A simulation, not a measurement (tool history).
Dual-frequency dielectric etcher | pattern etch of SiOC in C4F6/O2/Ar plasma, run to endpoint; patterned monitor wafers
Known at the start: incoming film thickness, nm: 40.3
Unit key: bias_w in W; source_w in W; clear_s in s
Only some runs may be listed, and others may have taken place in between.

| run | hour | bias_w | source_w | clear_s |
|---|---|---|---|---|
| 1 | 0 | 608 | 290 | 14.184 |
| 2 | 5.2 | 528 | 290 | 14.896 |
| 3 | 13.6 | 600 | 290 | 14.203 |
| 4 | 22.3 | 614 | 290 | 14.14 |
| 5 | 26.1 | 614 | 310 | 13.692 |
| 6 | 32.9 | 624 | 310 | 13.602 |

The next listed run, before its measurement:
| 7 | 40.9 | 633 | 310 | ? |

Run 7 came out at clear_s 13.558 s.
